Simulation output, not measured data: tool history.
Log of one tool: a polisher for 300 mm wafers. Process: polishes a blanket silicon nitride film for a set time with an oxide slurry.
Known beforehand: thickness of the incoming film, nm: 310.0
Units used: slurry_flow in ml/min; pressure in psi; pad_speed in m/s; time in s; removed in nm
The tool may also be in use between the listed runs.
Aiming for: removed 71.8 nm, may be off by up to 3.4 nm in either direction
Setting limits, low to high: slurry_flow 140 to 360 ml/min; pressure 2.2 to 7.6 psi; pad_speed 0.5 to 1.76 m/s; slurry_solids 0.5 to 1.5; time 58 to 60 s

Run 1, hour 0: slurry_flow 230 ml/min, pressure 4.9 psi, pad_speed 1.12 m/s, slurry_solids 1, time 58 s. Result: removed 51.438 nm.
Run 2, hour 3.6: slurry_flow 230 ml/min, pressure 5.4 psi, pad_speed 1.14 m/s, slurry_solids 1, time 58 s. Result: removed 54.897 nm.
Run 3, hour 11.8: slurry_flow 230 ml/min, pressure 5.4 psi, pad_speed 1.14 m/s, slurry_solids 1, time 58 s. Result: removed 55.665 nm.
Run 4, hour 16.1: slurry_flow 230 ml/min, pressure 5.4 psi, pad_speed 1.14 m/s, slurry_solids 1.15, time 58 s. Result: removed 59.048 nm.
Run 5, hour 16.7: slurry_flow 230 ml/min, pressure 5.4 psi, pad_speed 1.14 m/s, slurry_solids 1.15, time 60 s. Result: removed 62.283 nm.
Run 6, hour 24.9: slurry_flow 230 ml/min, pressure 5.4 psi, pad_speed 1.14 m/s, slurry_solids 1.15, time 58 s. Result: removed 58.295 nm.
Run 7, hour 32.2: slurry_flow 230 ml/min, pressure 5.8 psi, pad_speed 1.16 m/s, slurry_solids 1.15, time 58 s. Result: removed 63.432 nm.
Run 8, hour 36.4: slurry_flow 230 ml/min, pressure 6 psi, pad_speed 1.16 m/s, slurry_solids 1.15, time 58 s. Result: removed 66.062 nm.

Pick the move, out of 4, that brings all results within their allowed miss; only one does.
Run A, hour 40.6: slurry_flow 295 ml/min, pressure 5.8 psi, pad_speed 1.14 m/s, slurry_solids 1.1, time 59 s. Result: removed ?.
Run B, hour 40.6: slurry_flow 235 ml/min, pressure 6.2 psi, pad_speed 1.22 m/s, slurry_solids 1.1, time 60 s. Result: removed ?.
Run C, hour 40.6: slurry_flow 230 ml/min, pressure 5.4 psi, pad_speed 1.08 m/s, slurry_solids 1.2, time 58 s. Result: removed ?.
Run D, hour 40.6: slurry_flow 230 ml/min, pressure 6.1 psi, pad_speed 1.24 m/s, slurry_solids 0.9, time 58 s. Result: removed ?.

move  removed
   A   62.494
   B    69.39
   C    57.18
   D   59.669
A: lands further from the targets than the last run did
B: all results in spec
C: lands further from the targets than the last run did
D: lands further from the targets than the last run did
B is the move that brings every result within its allowed miss.

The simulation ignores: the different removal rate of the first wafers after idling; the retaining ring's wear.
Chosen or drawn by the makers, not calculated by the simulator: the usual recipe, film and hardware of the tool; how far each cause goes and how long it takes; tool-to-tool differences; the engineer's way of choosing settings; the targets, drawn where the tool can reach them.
